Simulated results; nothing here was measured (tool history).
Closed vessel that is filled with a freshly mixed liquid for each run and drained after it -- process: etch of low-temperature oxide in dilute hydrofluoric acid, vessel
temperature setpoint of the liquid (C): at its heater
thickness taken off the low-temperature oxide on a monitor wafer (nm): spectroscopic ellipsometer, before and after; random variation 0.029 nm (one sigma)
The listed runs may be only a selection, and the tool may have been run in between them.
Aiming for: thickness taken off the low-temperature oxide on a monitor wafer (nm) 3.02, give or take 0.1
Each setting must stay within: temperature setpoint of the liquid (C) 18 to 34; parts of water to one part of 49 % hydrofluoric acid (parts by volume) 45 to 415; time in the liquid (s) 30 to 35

run,day,temperature setpoint of the liquid (C),parts of water to one part of 49 % hydrofluoric acid (parts by volume),time in the liquid (s),thickness taken off the low-temperature oxide on a monitor wafer (nm)
1,0,26,230,35,3.6588
2,0.279,26,230,35,3.6608
3,0.612,26,185,35,4.8291
4,0.867,25,190,35,4.5595
5,1.138,22,190,35,4.0627
6,1.221,22,270,35,2.6274
7,1.375,22,270,35,2.6151
8,1.692,22.5,270,35,2.7003
# day 1.771: thermometer replaced
9,1.771,23,270,35,2.8346
10,1.808,23.5,270,35,2.8734

Which one of the following 4 next-run settings gets every result inside its allowed miss? There is exactly one.
A,1.846,24.5,270,35,?
B,1.846,20.5,225,30,?
C,1.846,25,255,30,?
D,1.846,22.5,270,35,?

move,thickness taken off the low-temperature oxide on a monitor wafer (nm)
A,2.97
B,2.7601
C,2.7858
D,2.766
A: hits every target within its allowed miss
B: further off than the last run
C: further off than the last run
D: further off than the last run
A meets every target.

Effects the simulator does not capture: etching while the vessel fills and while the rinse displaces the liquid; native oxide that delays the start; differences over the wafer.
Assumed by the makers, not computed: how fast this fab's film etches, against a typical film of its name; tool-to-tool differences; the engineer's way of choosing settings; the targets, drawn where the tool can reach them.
